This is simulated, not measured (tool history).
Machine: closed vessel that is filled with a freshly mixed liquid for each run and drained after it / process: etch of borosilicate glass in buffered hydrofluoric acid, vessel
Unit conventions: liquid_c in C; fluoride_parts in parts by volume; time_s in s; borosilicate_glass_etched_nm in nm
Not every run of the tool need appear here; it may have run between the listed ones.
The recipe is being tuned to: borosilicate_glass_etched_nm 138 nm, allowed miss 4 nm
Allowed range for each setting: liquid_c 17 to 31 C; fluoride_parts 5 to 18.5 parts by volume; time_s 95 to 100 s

run  hour  liquid_c  fluoride_parts  time_s  borosilicate_glass_etched_nm
  1     0        23            11.5      95                        102.21
  2   1.6        23              10      95                        117.39
  3   2.8        23              13      95                        89.791
  4   9.8        23            11.5      95                        101.63
  5  11.2        20            11.5      95                        85.378
  6  13.8        20            11.5      95                        86.431
  7    19        24              11      95                        113.67
  8  22.6        25              11      95                        119.09
  9  25.5        26              11      95                        125.53
 10  31.6      26.5              11      95                        127.96
 11    33        27              11      95                        131.48

Which of these 4 next moves meets every target?
  A  34.4      27.5            11.5     100                             ?
  B  34.4        26              11      95                             ?
  C  34.4        26            11.5     100                             ?
  D  34.4      28.5            11.5     100                             ?

move  borosilicate_glass_etched_nm
   A                        136.32
   B                        125.03
   C                        125.96
   D                        143.64
A: every result lands within tolerance
B: moves away from the targets compared with the last run
C: moves away from the targets compared with the last run
D: the result that was furthest off in the last run now lies on the other side of its target
A meets every target.

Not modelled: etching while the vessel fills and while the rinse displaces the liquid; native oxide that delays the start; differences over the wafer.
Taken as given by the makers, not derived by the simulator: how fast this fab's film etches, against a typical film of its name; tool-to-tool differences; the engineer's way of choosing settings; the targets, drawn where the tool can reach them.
